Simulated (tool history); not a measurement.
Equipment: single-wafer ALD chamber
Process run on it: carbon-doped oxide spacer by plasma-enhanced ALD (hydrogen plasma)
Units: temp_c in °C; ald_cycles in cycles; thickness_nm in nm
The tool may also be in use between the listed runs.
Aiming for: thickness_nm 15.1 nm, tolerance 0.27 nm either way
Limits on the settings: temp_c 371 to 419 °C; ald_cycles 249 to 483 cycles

| run | hour | temp_c | ald_cycles | thickness_nm |
|---|---|---|---|---|
| 1 | 0 | 395 | 366 | 19.07 |
| 2 | 1.2 | 395 | 343 | 17.765 |
| 3 | 8.6 | 389 | 343 | 17.796 |
| 4 | 16.4 | 389 | 330 | 17.037 |
| 5 | 24.5 | 389 | 299 | 15.491 |
| 6 | 28.3 | 389 | 324 | 16.698 |
| 7 | 28.8 | 389 | 316 | 16.391 |
| 8 | 29.3 | 389 | 310 | 16.008 |
| 9 | 37.6 | 389 | 306 | 15.965 |
| 10 | 43.1 | 389 | 301 | 15.59 |

Next run, 5 choices. One meets every target within its allowed miss, the rest don't. Which?
| A | 48.6 | 394 | 292 | ? |
| B | 48.6 | 380 | 317 | ? |
| C | 48.6 | 390 | 303 | ? |
| D | 48.6 | 386 | 310 | ? |
| E | 48.6 | 390 | 322 | ? |

| move | thickness_nm |
|---|---|
| A | 15.15 |
| B | 16.447 |
| C | 15.72 |
| D | 16.084 |
| E | 16.706 |
A: all results in spec
B: moves away from the targets compared with the last run
C: moves away from the targets compared with the last run
D: moves away from the targets compared with the last run
E: moves away from the targets compared with the last run
The right move is A.
